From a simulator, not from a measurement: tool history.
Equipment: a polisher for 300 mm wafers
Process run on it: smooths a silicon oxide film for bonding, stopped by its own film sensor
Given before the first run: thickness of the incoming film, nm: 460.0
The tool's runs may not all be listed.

run	hour	flow of slurry (ml/min)	pressure of the wafer on the pad (kPa)	speed of the pad under the wafer (cm/s)	abrasive content of the slurry	target thickness at which the film sensor stops the polish (nm)	time until the film sensor stopped the polish (s)
1	0	235	16.5	82	1	361	121.92
2	4.6	235	15.2	82	1	361	130.5
3	9.2	235	14.5	78	1	361	143.62
4	15	235	13.8	76	1	361	151.1
5	23.8	235	13.8	76	0.8	361	159.75
6	32.5	235	13.1	74	0.8	361	169.91

For run 7, what comes out?
7	34.9	235	13.1	74	0.8	361	?

{"run 7": {"time until the film sensor stopped the polish (s)": 172.27}}

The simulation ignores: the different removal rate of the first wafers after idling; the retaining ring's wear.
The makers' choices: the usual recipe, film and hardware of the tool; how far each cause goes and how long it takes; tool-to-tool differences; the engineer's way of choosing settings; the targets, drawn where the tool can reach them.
